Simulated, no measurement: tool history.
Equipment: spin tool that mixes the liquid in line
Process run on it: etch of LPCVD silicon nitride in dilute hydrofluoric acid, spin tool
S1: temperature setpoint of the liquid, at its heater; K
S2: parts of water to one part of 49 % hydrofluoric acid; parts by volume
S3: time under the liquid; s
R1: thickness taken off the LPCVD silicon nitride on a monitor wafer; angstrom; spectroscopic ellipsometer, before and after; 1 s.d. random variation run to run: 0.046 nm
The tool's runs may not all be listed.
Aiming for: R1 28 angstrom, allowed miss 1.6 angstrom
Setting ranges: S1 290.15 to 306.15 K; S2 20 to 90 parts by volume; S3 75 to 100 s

Run 1, hour 0: S1 298.15 K, S2 50 parts by volume, S3 100 s. Result: R1 10.876 angstrom.
Run 2, hour 6.6: S1 299.15 K, S2 45 parts by volume, S3 100 s. Result: R1 12.778 angstrom.
Run 3, hour 8.9: S1 296.65 K, S2 45 parts by volume, S3 100 s. Result: R1 10.843 angstrom.
Run 4, hour 16.6: S1 298.15 K, S2 40 parts by volume, S3 100 s. Result: R1 13.436 angstrom.
Run 5, hour 19.5: S1 296.65 K, S2 40 parts by volume, S3 100 s. Result: R1 12.582 angstrom.
Run 6, hour 23.8: S1 298.15 K, S2 35 parts by volume, S3 100 s. Result: R1 15.279 angstrom.
Run 7, hour 28: S1 299.15 K, S2 35 parts by volume, S3 100 s. Result: R1 16.229 angstrom.
Run 8, hour 32.6: S1 300.15 K, S2 35 parts by volume, S3 100 s. Result: R1 17.277 angstrom.
Run 9, hour 40.6: S1 304.15 K, S2 25 parts by volume, S3 100 s. Result: R1 31.706 angstrom.

Pick the move, out of 5, that brings all results within their allowed miss; only one does.
Run A, hour 48.6: S1 306.15 K, S2 25 parts by volume, S3 95 s. Result: R1 ?.
Run B, hour 48.6: S1 300.15 K, S2 20 parts by volume, S3 95 s. Result: R1 ?.
Run C, hour 48.6: S1 304.15 K, S2 30 parts by volume, S3 90 s. Result: R1 ?.
Run D, hour 48.6: S1 304.65 K, S2 20 parts by volume, S3 80 s. Result: R1 ?.
Run E, hour 48.6: S1 305.65 K, S2 25 parts by volume, S3 100 s. Result: R1 ?.

move      R1
   A  34.168
   B  28.568
   C  23.829
   D  32.386
   E  34.829
A: further off than the last run
B: meets every target
C: the result that was furthest off in the last run now lies on the other side of its target
D: further off than the last run
E: further off than the last run
Correct choice: B, which meets every target
